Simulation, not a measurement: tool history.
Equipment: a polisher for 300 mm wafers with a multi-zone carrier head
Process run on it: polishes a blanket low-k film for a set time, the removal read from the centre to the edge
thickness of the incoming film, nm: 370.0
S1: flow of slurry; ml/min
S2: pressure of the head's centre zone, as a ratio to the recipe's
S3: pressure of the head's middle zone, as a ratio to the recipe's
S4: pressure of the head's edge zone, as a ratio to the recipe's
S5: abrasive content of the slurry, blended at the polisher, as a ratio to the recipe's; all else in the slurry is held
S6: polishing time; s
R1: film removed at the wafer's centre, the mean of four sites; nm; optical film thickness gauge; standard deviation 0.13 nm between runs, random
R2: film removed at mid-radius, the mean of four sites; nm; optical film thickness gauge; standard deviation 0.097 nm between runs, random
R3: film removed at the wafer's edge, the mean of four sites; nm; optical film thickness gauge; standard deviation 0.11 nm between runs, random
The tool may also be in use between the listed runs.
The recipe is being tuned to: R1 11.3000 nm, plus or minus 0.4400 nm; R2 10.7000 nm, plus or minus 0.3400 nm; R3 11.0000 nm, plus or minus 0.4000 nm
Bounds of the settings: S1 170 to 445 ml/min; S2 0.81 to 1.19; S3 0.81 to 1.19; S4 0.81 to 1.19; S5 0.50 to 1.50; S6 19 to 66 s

run 1 day=0.000 | S1=285 S2=1.00 S3=1.00 S4=1.00 S5=1.00 S6=42 | R1=12.3340 R2=12.1360 R3=12.5140
run 2 day=0.250 | S1=285 S2=1.00 S3=0.99 S4=0.98 S5=1.00 S6=42 | R1=12.6460 R2=11.9390 R3=12.2170
run 3 day=0.471 | S1=285 S2=1.00 S3=1.02 S4=0.98 S5=1.00 S6=42 | R1=12.2970 R2=12.1920 R3=12.3520
run 4 day=0.675 | S1=285 S2=1.00 S3=1.02 S4=0.98 S5=1.00 S6=50 | R1=14.9930 R2=14.6280 R3=14.6690
run 5 day=1.012 | S1=285 S2=0.99 S3=1.00 S4=0.96 S5=0.95 S6=50 | R1=14.4050 R2=14.2600 R3=13.9920
run 6 day=1.050 | S1=280 S2=0.98 S3=0.98 S4=0.96 S5=0.90 S6=50 | R1=13.4780 R2=13.3140 R3=13.6150
run 7 day=1.212 | S1=280 S2=0.98 S3=0.97 S4=0.94 S5=0.90 S6=50 | R1=13.5490 R2=13.0310 R3=13.2540
run 8 day=1.496 | S1=280 S2=0.97 S3=0.96 S4=0.92 S5=0.90 S6=50 | R1=13.5050 R2=12.9540 R3=13.1510
run 9 day=1.621 | S1=280 S2=0.96 S3=0.95 S4=0.91 S5=0.90 S6=50 | R1=13.4160 R2=13.0240 R3=13.3340
run 10 day=1.700 | S1=275 S2=0.96 S3=0.94 S4=0.90 S5=0.85 S6=50 | R1=12.7110 R2=12.3680 R3=12.6270
run 11 day=1.854 | S1=270 S2=0.96 S3=0.93 S4=0.89 S5=0.85 S6=50 | R1=12.8370 R2=12.3970 R3=12.8310
run 12 day=2.021 | S1=270 S2=0.96 S3=0.93 S4=0.89 S5=0.85 S6=50 | R1=13.2120 R2=12.3200 R3=12.5430
run 13 day=2.371 | S1=255 S2=0.90 S3=0.88 S4=0.82 S5=0.60 S6=50 | R1=9.3367 R2=8.9399 R3=9.2246
run 14 day=2.421 | S1=265 S2=0.91 S3=0.89 S4=0.84 S5=0.60 S6=50 | R1=9.5216 R2=9.2157 R3=9.4379
run 15 day=2.654 | S1=270 S2=0.92 S3=0.90 S4=0.86 S5=0.60 S6=50 | R1=9.5148 R2=9.0980 R3=9.5700
run 16 day=2.683 | S1=270 S2=0.93 S3=0.91 S4=0.87 S5=0.60 S6=50 | R1=9.7637 R2=9.4226 R3=9.5316
run 17 day=2.742 | S1=270 S2=0.94 S3=0.92 S4=0.89 S5=0.60 S6=50 | R1=9.8125 R2=9.2750 R3=9.8073
-- day=3.079 edge zone pressure recalibrated
run 18 day=3.079 | S1=275 S2=0.95 S3=0.93 S4=0.90 S5=0.60 S6=50 | R1=9.9285 R2=9.4016 R3=9.5172
run 19 day=3.246 | S1=275 S2=0.95 S3=0.93 S4=0.91 S5=0.60 S6=50 | R1=9.8026 R2=9.5323 R3=9.5367
run 20 day=3.471 | S1=275 S2=0.95 S3=0.93 S4=0.92 S5=0.60 S6=50 | R1=9.6314 R2=9.5609 R3=9.6051
run 21 day=3.625 | S1=315 S2=1.05 S3=0.97 S4=1.02 S5=0.75 S6=50 | R1=13.0880 R2=11.9270 R3=12.3480
run 22 day=3.712 | S1=235 S2=0.98 S3=0.93 S4=0.94 S5=0.75 S6=50 | R1=12.0990 R2=11.2290 R3=11.6210
run 23 day=3.929 | S1=230 S2=0.96 S3=0.93 S4=0.92 S5=0.75 S6=50 | R1=11.5310 R2=11.1710 R3=11.5120
run 24 day=4.121 | S1=230 S2=0.96 S3=0.93 S4=0.91 S5=0.75 S6=50 | R1=11.7040 R2=11.2950 R3=11.4220

Exactly one of the 4 candidate moves below puts every result within its allowed miss. Which one?
run A day=4.312 | S1=270 S2=0.91 S3=0.81 S4=0.87 S5=0.65 S6=58 | R1=? R2=? R3=?
run B day=4.312 | S1=265 S2=1.00 S3=1.00 S4=0.87 S5=0.90 S6=45 | R1=? R2=? R3=?
run C day=4.312 | S1=215 S2=0.95 S3=0.90 S4=0.86 S5=0.80 S6=47 | R1=? R2=? R3=?
run D day=4.312 | S1=170 S2=0.94 S3=1.19 S4=1.01 S5=0.60 S6=56 | R1=? R2=? R3=?

move=A R1=11.3310 R2=10.5790 R3=11.7160
move=B R1=12.1490 R2=12.2630 R3=11.3830
move=C R1=11.0020 R2=10.7330 R3=10.8720
move=D R1=10.2420 R2=12.7920 R3=11.0240
A: meets the target for the result that was furthest off, but another lies outside its allowed miss
B: misses by more than the last run did
C: in spec on every target
D: misses by more than the last run did
Move C is the one to make.
